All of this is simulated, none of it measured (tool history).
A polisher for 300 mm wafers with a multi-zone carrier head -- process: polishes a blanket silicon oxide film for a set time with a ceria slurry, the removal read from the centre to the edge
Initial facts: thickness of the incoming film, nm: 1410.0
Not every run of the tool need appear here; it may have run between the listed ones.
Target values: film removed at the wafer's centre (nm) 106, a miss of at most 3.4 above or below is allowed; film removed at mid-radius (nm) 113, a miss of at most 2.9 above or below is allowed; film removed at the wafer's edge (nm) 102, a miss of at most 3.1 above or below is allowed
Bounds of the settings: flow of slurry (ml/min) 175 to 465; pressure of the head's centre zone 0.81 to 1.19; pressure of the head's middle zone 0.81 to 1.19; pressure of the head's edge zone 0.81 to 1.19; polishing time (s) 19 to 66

| run | hour | flow of slurry (ml/min) | pressure of the head's centre zone | pressure of the head's middle zone | pressure of the head's edge zone | polishing time (s) | film removed at the wafer's centre (nm) | film removed at mid-radius (nm) | film removed at the wafer's edge (nm) |
|---|---|---|---|---|---|---|---|---|---|
| 1 | 0 | 295 | 1 | 1 | 1 | 42 | 164.23 | 170.71 | 168.94 |
| 2 | 4.4 | 295 | 0.99 | 1 | 0.95 | 36 | 140.22 | 145.87 | 138.63 |
| 3 | 9.9 | 295 | 0.99 | 0.95 | 0.95 | 36 | 140.81 | 139.38 | 139.56 |
| 4 | 15 | 295 | 1.07 | 0.95 | 0.95 | 36 | 155.24 | 141.15 | 139.69 |
| 5 | 18.2 | 295 | 1.03 | 0.95 | 0.95 | 36 | 150.2 | 140.87 | 137.35 |
| 6 | 21.2 | 295 | 1.03 | 1 | 0.95 | 36 | 149.19 | 145.07 | 137.02 |
| 7 | 30.2 | 290 | 0.99 | 0.99 | 0.91 | 33 | 129.49 | 132.08 | 124.82 |
| 8 | 36.4 | 290 | 0.98 | 0.99 | 0.88 | 31 | 120.1 | 125.49 | 116.25 |

5 next moves are on the table. One of them brings every result within its allowed miss. Which?
| A | 42.6 | 280 | 1.04 | 1.01 | 0.84 | 28 | ? | ? | ? |
| B | 42.6 | 275 | 1.04 | 1.09 | 0.86 | 28 | ? | ? | ? |
| C | 42.6 | 395 | 0.96 | 1.02 | 0.87 | 27 | ? | ? | ? |
| D | 42.6 | 245 | 1.01 | 1 | 0.82 | 27 | ? | ? | ? |
| E | 42.6 | 310 | 0.84 | 0.81 | 1.03 | 32 | ? | ? | ? |

| move | film removed at the wafer's centre (nm) | film removed at mid-radius (nm) | film removed at the wafer's edge (nm) |
|---|---|---|---|
| A | 116.33 | 112.61 | 102.13 |
| B | 116.11 | 118.77 | 102.95 |
| C | 107.31 | 113.05 | 102.6 |
| D | 106.89 | 106.04 | 96.221 |
| E | 108.39 | 111.7 | 129.76 |
A: puts the biggest miss on target and leaves a different result outside tolerance
B: puts the biggest miss on target and leaves a different result outside tolerance
C: every result within its allowed miss
D: takes the result that was furthest off past its target
E: further off than the last run
So the answer is move C, the one that meets all the targets.
